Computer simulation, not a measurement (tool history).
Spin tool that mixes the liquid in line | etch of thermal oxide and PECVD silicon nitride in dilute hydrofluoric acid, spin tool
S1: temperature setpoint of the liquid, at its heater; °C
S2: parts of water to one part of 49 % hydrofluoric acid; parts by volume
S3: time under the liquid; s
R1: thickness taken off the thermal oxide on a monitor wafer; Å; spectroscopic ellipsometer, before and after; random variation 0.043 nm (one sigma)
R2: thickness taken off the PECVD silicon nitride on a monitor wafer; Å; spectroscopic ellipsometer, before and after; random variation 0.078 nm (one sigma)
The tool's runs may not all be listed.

run 1 hour=0.0 | S1=26.0 S2=105 S3=175 | R1=87.526 R2=67.638
run 2 hour=2.3 | S1=25.5 S2=90 S3=170 | R1=99.250 R2=73.009
run 3 hour=4.6 | S1=22.5 S2=90 S3=170 | R1=88.049 R2=59.712
run 4 hour=8.7 | S1=19.5 S2=90 S3=170 | R1=78.045 R2=49.906
run 5 hour=13.7 | S1=20.5 S2=80 S3=165 | R1=90.117 R2=57.185
run 6 hour=17.6 | S1=21.5 S2=75 S3=160 | R1=97.541 R2=63.504

Forecast run 7:
run 7 hour=21.3 | S1=22.0 S2=70 S3=160 | R1=? R2=?

Run 7 gave R1 107.500 Å, R2 70.681 Å.
